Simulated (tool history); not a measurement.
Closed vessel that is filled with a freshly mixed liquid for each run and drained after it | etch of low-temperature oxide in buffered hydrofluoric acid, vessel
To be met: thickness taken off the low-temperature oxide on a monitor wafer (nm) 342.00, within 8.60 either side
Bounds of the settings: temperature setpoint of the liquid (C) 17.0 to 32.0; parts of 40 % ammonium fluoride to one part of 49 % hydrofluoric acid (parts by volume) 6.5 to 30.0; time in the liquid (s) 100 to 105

run,hour,temperature setpoint of the liquid (C),parts of 40 % ammonium fluoride to one part of 49 % hydrofluoric acid (parts by volume),time in the liquid (s),thickness taken off the low-temperature oxide on a monitor wafer (nm)
1,0.0,24.0,19.5,100,305.13
2,1.0,24.0,15.5,100,385.78
3,3.6,23.5,15.5,100,371.25
4,8.8,22.5,15.5,100,354.48
# hour 12.4: thermometer replaced
5,12.4,22.0,15.5,100,305.46
6,21.0,22.0,10.5,100,445.67
7,26.1,21.5,10.5,100,428.71
8,26.6,21.0,10.5,100,425.05
9,34.9,20.5,10.5,100,413.63
10,39.9,20.0,10.5,100,399.57
11,45.4,19.5,10.5,100,390.36
12,51.0,19.0,10.5,100,377.46
13,53.5,18.5,10.5,100,361.57
14,56.7,18.0,10.5,100,357.10

Exercise: of the 4 proposed moves below, exactly one satisfies all targets within the stated allowed misses. Which move is it?
A,59.9,18.0,11.5,100,?
B,59.9,17.5,10.5,100,?
C,59.9,18.0,9.5,100,?
D,59.9,19.5,12.5,100,?

move,thickness taken off the low-temperature oxide on a monitor wafer (nm)
A,322.32
B,342.38
C,381.55
D,323.34
A: the result that was furthest off in the last run now lies on the other side of its target
B: each result inside its tolerance
C: lands further from the targets than the last run did
D: the result that was furthest off in the last run now lies on the other side of its target
Correct choice: B, which meets every target
